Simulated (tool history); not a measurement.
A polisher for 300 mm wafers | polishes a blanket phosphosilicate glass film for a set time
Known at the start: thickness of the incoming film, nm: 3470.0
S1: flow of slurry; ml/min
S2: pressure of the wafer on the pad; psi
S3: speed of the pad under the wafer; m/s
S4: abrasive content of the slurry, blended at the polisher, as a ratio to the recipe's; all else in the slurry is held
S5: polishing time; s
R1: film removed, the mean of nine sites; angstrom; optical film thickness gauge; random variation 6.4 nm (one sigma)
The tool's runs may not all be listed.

| run | hour | S1 | S2 | S3 | S4 | S5 | R1 |
|---|---|---|---|---|---|---|---|
| 1 | 0 | 285 | 2.4 | 1.1 | 1 | 51 | 3108.7 |
| 2 | 7.5 | 285 | 2.5 | 1.1 | 1 | 51 | 3286.4 |
| 3 | 10.2 | 285 | 2.5 | 0.88 | 1 | 51 | 2770.7 |
| 4 | 12.8 | 285 | 2.7 | 0.88 | 1 | 51 | 2981.6 |
| 5 | 20.4 | 285 | 2.7 | 0.88 | 1 | 53 | 3101.8 |
| 6 | 28.1 | 285 | 3.2 | 0.88 | 1 | 53 | 3688.5 |
| 7 | 35.5 | 285 | 3.3 | 0.9 | 1 | 53 | 3771.8 |
| 8 | 37.1 | 285 | 3.4 | 0.92 | 1 | 53 | 3878.2 |
| 9 | 43 | 285 | 3.4 | 0.94 | 1 | 53 | 3906 |
| 10 | 46.2 | 285 | 3.4 | 0.96 | 1 | 53 | 4049.3 |
| 11 | 50.6 | 285 | 3.4 | 0.98 | 1 | 53 | 4077.5 |
| 12 | 57.8 | 285 | 3.4 | 0.98 | 1 | 53 | 3994.8 |

The next listed run, before its measurement:
| 13 | 59.4 | 285 | 3.4 | 1 | 1 | 53 | ? |

{"run 13": {"R1": 4118.9}}

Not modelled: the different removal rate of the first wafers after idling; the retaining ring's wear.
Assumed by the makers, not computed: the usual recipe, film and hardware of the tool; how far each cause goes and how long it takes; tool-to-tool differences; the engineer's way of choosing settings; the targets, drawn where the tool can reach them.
